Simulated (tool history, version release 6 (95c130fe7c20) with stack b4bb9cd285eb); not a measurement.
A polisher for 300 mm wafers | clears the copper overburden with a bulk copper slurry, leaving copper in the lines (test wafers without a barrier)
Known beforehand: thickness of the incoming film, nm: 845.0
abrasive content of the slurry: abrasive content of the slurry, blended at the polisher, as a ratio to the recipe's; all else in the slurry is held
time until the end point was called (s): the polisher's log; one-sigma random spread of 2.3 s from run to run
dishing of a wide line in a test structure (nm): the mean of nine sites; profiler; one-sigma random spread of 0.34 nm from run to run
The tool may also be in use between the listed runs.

| run | hour | flow of slurry (ml/min) | pressure of the wafer on the pad (psi) | speed of the pad under the wafer (cm/s) | abrasive content of the slurry | overpolish time after the end point (s) | time until the end point was called (s) | dishing of a wide line in a test structure (nm) |
|---|---|---|---|---|---|---|---|---|
| 1 | 0.0 | 220 | 2.0 | 130 | 1.00 | 14 | 125.10 | 51.945 |
| 2 | 2.3 | 220 | 1.6 | 140 | 1.00 | 11 | 147.80 | 37.510 |
| 3 | 8.5 | 210 | 1.4 | 156 | 0.95 | 9 | 164.04 | 29.640 |
| 4 | 11.2 | 185 | 1.4 | 172 | 0.90 | 7 | 150.15 | 25.403 |
| 5 | 16.2 | 185 | 1.4 | 172 | 0.90 | 11 | 145.11 | 35.519 |
| 6 | 23.3 | 165 | 1.4 | 182 | 0.75 | 9 | 154.49 | 31.335 |
|  | 27.4 | head pressure recalibrated |
| 7 | 27.4 | 165 | 1.4 | 182 | 0.75 | 9 | 140.53 | 32.697 |
| 8 | 31.9 | 155 | 1.3 | 190 | 1.00 | 7 | 141.04 | 27.517 |

Predict the results of run 9:
| 9 | 33.6 | 215 | 1.2 | 184 | 1.15 | 6 | ? | ? |

time until the end point was called (s): 140.28
dishing of a wide line in a test structure (nm): 23.524
